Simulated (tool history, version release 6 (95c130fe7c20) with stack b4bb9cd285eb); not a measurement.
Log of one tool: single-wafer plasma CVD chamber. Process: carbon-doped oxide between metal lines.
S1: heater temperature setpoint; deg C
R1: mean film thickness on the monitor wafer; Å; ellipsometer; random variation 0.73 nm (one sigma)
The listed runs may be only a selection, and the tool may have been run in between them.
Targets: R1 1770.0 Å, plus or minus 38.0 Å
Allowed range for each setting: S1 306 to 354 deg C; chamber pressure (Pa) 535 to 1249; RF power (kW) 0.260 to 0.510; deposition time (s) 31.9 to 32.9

Run 1, hour 0.0: S1 330 deg C, chamber pressure (Pa) 892, RF power (kW) 0.385, deposition time (s) 31.9. Result: R1 1550.7 Å.
Run 2, hour 3.0: S1 340 deg C, chamber pressure (Pa) 892, RF power (kW) 0.385, deposition time (s) 31.9. Result: R1 1509.5 Å.
Run 3, hour 5.3: S1 339 deg C, chamber pressure (Pa) 903, RF power (kW) 0.390, deposition time (s) 31.9. Result: R1 1511.5 Å.
Run 4, hour 6.3: S1 339 deg C, chamber pressure (Pa) 903, RF power (kW) 0.355, deposition time (s) 31.9. Result: R1 1431.0 Å.
Run 5, hour 12.7: S1 338 deg C, chamber pressure (Pa) 911, RF power (kW) 0.365, deposition time (s) 31.9. Result: R1 1465.2 Å.
Run 6, hour 14.2: S1 338 deg C, chamber pressure (Pa) 911, RF power (kW) 0.365, deposition time (s) 31.9. Result: R1 1468.1 Å.
Run 7, hour 22.3: S1 338 deg C, chamber pressure (Pa) 911, RF power (kW) 0.365, deposition time (s) 31.9. Result: R1 1462.6 Å.
Run 8, hour 28.8: S1 337 deg C, chamber pressure (Pa) 920, RF power (kW) 0.375, deposition time (s) 31.9. Result: R1 1493.5 Å.
Run 9, hour 37.8: S1 336 deg C, chamber pressure (Pa) 927, RF power (kW) 0.380, deposition time (s) 31.9. Result: R1 1521.2 Å.
Run 10, hour 45.7: S1 334 deg C, chamber pressure (Pa) 953, RF power (kW) 0.385, deposition time (s) 31.9. Result: R1 1537.2 Å.
Run 11, hour 47.0: S1 333 deg C, chamber pressure (Pa) 959, RF power (kW) 0.390, deposition time (s) 31.9. Result: R1 1565.8 Å.
Run 12, hour 48.4: S1 332 deg C, chamber pressure (Pa) 975, RF power (kW) 0.395, deposition time (s) 31.9. Result: R1 1576.3 Å.

Of the 4 settings listed for the next run, only one would bring every result within its allowed miss of target. Which one?
Run A, hour 49.8: S1 329 deg C, chamber pressure (Pa) 989, RF power (kW) 0.365, deposition time (s) 31.9. Result: R1 ?.
Run B, hour 49.8: S1 322 deg C, chamber pressure (Pa) 1036, RF power (kW) 0.415, deposition time (s) 32.1. Result: R1 ?.
Run C, hour 49.8: S1 335 deg C, chamber pressure (Pa) 1024, RF power (kW) 0.385, deposition time (s) 32.3. Result: R1 ?.
Run D, hour 49.8: S1 319 deg C, chamber pressure (Pa) 1180, RF power (kW) 0.420, deposition time (s) 32.7. Result: R1 ?.

move      R1
   A  1517.6
   B  1694.6
   C  1562.2
   D  1769.2
A: lands further from the targets than the last run did
B: gains on the last run, yet a result remains outside its allowed miss
C: lands further from the targets than the last run did
D: every result lands within tolerance
Go with D: it meets all targets.
